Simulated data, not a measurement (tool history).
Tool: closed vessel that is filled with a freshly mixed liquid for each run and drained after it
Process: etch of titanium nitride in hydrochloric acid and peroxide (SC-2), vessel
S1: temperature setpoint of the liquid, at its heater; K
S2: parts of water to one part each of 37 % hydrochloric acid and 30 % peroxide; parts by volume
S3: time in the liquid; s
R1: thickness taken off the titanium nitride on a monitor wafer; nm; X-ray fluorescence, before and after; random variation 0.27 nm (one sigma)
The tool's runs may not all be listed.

{"run": 1, "hour": 0.0, "S1": 328.15, "S2": 6.5, "S3": 270, "R1": 14.32}
{"run": 2, "hour": 1.0, "S1": 324.15, "S2": 6.5, "S3": 270, "R1": 11.029}
{"run": 3, "hour": 8.5, "S1": 327.15, "S2": 6.5, "S3": 270, "R1": 13.534}
{"run": 4, "hour": 9.6, "S1": 329.65, "S2": 6.5, "S3": 270, "R1": 15.644}
{"run": 5, "hour": 10.8, "S1": 331.65, "S2": 6.5, "S3": 270, "R1": 17.845}
{"run": 6, "hour": 18.3, "S1": 331.65, "S2": 6.5, "S3": 290, "R1": 19.031}
{"run": 7, "hour": 26.6, "S1": 333.15, "S2": 6.5, "S3": 290, "R1": 21.217}

Run 8 comes next. What will it give?
{"run": 8, "hour": 30.9, "S1": 334.65, "S2": 6.5, "S3": 290, "R1": "?"}

R1: 23.036 nm

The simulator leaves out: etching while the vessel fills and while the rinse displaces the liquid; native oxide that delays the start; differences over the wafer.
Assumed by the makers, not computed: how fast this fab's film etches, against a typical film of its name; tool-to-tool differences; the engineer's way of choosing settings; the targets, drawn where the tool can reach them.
